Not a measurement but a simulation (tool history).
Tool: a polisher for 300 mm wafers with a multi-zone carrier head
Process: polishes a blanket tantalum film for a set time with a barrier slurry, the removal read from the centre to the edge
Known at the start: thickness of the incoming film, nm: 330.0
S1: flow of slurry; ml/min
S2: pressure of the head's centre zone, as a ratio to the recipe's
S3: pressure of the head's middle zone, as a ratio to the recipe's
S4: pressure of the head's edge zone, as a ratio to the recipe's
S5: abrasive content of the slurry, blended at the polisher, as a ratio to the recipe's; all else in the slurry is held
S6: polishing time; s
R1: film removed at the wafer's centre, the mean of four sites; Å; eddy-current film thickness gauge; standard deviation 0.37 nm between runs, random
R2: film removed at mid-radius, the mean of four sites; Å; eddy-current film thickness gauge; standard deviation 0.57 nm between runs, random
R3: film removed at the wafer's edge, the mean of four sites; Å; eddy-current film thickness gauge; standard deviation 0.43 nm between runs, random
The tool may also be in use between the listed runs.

run 1 day=0.000 | S1=150 S2=1.00 S3=1.00 S4=1.00 S5=1.00 S6=40 | R1=686.49 R2=669.22 R3=669.01
run 2 day=0.050 | S1=150 S2=0.92 S3=1.00 S4=1.00 S5=1.00 S6=40 | R1=629.03 R2=673.83 R3=670.78
run 3 day=0.108 | S1=150 S2=0.87 S3=1.00 S4=1.00 S5=1.00 S6=40 | R1=591.59 R2=673.89 R3=667.48
run 4 day=0.379 | S1=150 S2=0.81 S3=1.00 S4=1.00 S5=1.00 S6=40 | R1=550.69 R2=680.88 R3=676.82
run 5 day=0.417 | S1=150 S2=0.81 S3=1.00 S4=0.95 S5=1.00 S6=40 | R1=547.41 R2=676.20 R3=659.84
run 6 day=0.546 | S1=150 S2=0.84 S3=1.01 S4=0.93 S5=0.95 S6=38 | R1=539.80 R2=634.74 R3=605.09
run 7 day=0.658 | S1=150 S2=0.86 S3=1.01 S4=0.91 S5=0.90 S6=37 | R1=525.44 R2=601.65 R3=564.40
run 8 day=0.950 | S1=135 S2=0.96 S3=1.00 S4=0.81 S5=0.65 S6=33 | R1=448.86 R2=464.53 R3=439.09

Run 9 has not been measured yet. What should we expect?
run 9 day=0.979 | S1=140 S2=0.98 S3=1.01 S4=0.81 S5=0.65 S6=33 | R1=? R2=? R3=?

{"run 9": {"R1": 460.58, "R2": 480.38, "R3": 420.19}}

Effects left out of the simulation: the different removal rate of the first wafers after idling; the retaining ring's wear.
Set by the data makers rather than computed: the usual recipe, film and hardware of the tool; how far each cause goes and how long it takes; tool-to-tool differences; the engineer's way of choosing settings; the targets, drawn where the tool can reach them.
